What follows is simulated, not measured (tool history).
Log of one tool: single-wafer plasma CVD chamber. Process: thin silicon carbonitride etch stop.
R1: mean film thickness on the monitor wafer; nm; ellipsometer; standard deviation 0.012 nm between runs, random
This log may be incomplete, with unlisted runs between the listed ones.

run 1 hour=0 | RF_power_(kW)=0.2 deposition_time_(s)=16.2 | R1=8.4933
run 2 hour=1.6 | RF_power_(kW)=0.215 deposition_time_(s)=16.2 | R1=8.6616
run 3 hour=2.3 | RF_power_(kW)=0.215 deposition_time_(s)=17.8 | R1=9.4808
run 4 hour=4.4 | RF_power_(kW)=0.205 deposition_time_(s)=16.6 | R1=8.7487
run 5 hour=12.4 | RF_power_(kW)=0.205 deposition_time_(s)=15 | R1=7.9169
run 6 hour=15.4 | RF_power_(kW)=0.205 deposition_time_(s)=13 | R1=6.8608
run 7 hour=17.9 | RF_power_(kW)=0.205 deposition_time_(s)=13 | R1=6.8567
run 8 hour=23 | RF_power_(kW)=0.205 deposition_time_(s)=13 | R1=6.858

What will run 9 give?
run 9 hour=26.5 | RF_power_(kW)=0.2 deposition_time_(s)=12.8 | R1=?

Run 9 produced R1 6.7263 nm.
